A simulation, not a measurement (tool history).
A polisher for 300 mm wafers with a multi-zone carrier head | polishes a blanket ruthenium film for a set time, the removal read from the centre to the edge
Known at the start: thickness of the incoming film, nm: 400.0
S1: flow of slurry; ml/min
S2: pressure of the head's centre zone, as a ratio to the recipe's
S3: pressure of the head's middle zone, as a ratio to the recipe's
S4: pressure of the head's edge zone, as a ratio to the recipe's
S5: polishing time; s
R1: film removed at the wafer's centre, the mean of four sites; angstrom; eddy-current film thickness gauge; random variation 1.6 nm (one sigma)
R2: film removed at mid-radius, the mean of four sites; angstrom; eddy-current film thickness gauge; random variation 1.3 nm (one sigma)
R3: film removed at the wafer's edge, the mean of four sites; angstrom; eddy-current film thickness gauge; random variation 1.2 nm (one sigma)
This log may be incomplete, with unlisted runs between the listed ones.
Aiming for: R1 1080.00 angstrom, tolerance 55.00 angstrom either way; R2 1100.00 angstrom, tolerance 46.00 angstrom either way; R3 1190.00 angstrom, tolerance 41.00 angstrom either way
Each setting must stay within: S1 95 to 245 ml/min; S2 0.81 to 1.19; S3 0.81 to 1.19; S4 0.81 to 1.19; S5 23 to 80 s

run 1 hour=0.0 | S1=155 S2=1.00 S3=1.00 S4=1.00 S5=51 | R1=928.61 R2=832.39 R3=822.74
run 2 hour=1.1 | S1=160 S2=0.98 S3=1.00 S4=1.03 S5=53 | R1=933.19 R2=867.79 R3=865.27
run 3 hour=2.3 | S1=130 S2=0.98 S3=1.00 S4=1.03 S5=53 | R1=900.98 R2=832.13 R3=830.38
run 4 hour=10.9 | S1=130 S2=0.98 S3=1.00 S4=0.96 S5=53 | R1=954.65 R2=834.36 R3=809.90
run 5 hour=16.4 | S1=95 S2=0.98 S3=1.00 S4=0.96 S5=53 | R1=862.74 R2=797.46 R3=780.69
run 6 hour=18.5 | S1=95 S2=0.98 S3=1.00 S4=0.92 S5=53 | R1=858.53 R2=777.77 R3=763.54
run 7 hour=26.1 | S1=105 S2=0.96 S3=0.99 S4=0.97 S5=55 | R1=870.60 R2=837.75 R3=830.94
run 8 hour=34.4 | S1=120 S2=0.96 S3=0.98 S4=1.00 S5=56 | R1=932.56 R2=852.48 R3=872.73
run 9 hour=37.8 | S1=135 S2=0.95 S3=0.98 S4=1.03 S5=57 | R1=995.68 R2=889.40 R3=891.15
run 10 hour=41.9 | S1=130 S2=0.93 S3=0.98 S4=1.06 S5=59 | R1=989.81 R2=934.60 R3=951.11
run 11 hour=50.3 | S1=135 S2=0.91 S3=0.97 S4=1.08 S5=60 | R1=1005.10 R2=941.45 R3=962.96
run 12 hour=55.2 | S1=130 S2=0.89 S3=0.97 S4=1.10 S5=62 | R1=991.75 R2=968.98 R3=1020.50
run 13 hour=59.4 | S1=135 S2=0.88 S3=0.97 S4=1.12 S5=63 | R1=995.33 R2=964.67 R3=1044.40
run 14 hour=68.0 | S1=140 S2=0.88 S3=0.98 S4=1.13 S5=64 | R1=1077.60 R2=1040.40 R3=1054.10
run 15 hour=71.6 | S1=135 S2=0.87 S3=0.97 S4=1.14 S5=65 | R1=1067.30 R2=1028.00 R3=1083.80
-- hour=75.5 centre zone pressure recalibrated
run 16 hour=75.5 | S1=155 S2=0.81 S3=0.98 S4=1.19 S5=68 | R1=995.23 R2=1103.50 R3=1162.80

Pick the move, out of 5, that brings all results within their allowed miss; only one does.
run A hour=79.4 | S1=155 S2=0.87 S3=1.02 S4=1.14 S5=71 | R1=? R2=? R3=?
run B hour=79.4 | S1=155 S2=0.81 S3=0.94 S4=1.19 S5=65 | R1=? R2=? R3=?
run C hour=79.4 | S1=160 S2=0.89 S3=0.97 S4=1.19 S5=68 | R1=? R2=? R3=?
run D hour=79.4 | S1=185 S2=0.92 S3=1.06 S4=1.12 S5=65 | R1=? R2=? R3=?
run E hour=79.4 | S1=150 S2=0.83 S3=1.01 S4=1.19 S5=65 | R1=? R2=? R3=?

move=A R1=1075.60 R2=1168.80 R3=1206.70
move=B R1=937.85 R2=1010.10 R3=1130.70
move=C R1=1051.50 R2=1084.90 R3=1186.40
move=D R1=1052.40 R2=1127.40 R3=1114.00
move=E R1=948.49 R2=1057.50 R3=1125.90
A: gets the furthest-off result to its target, but another result is out of tolerance
B: misses by more than the last run did
C: meets every target
D: gets the furthest-off result to its target, but another result is out of tolerance
E: misses by more than the last run did
C is the move that brings every result within its allowed miss.
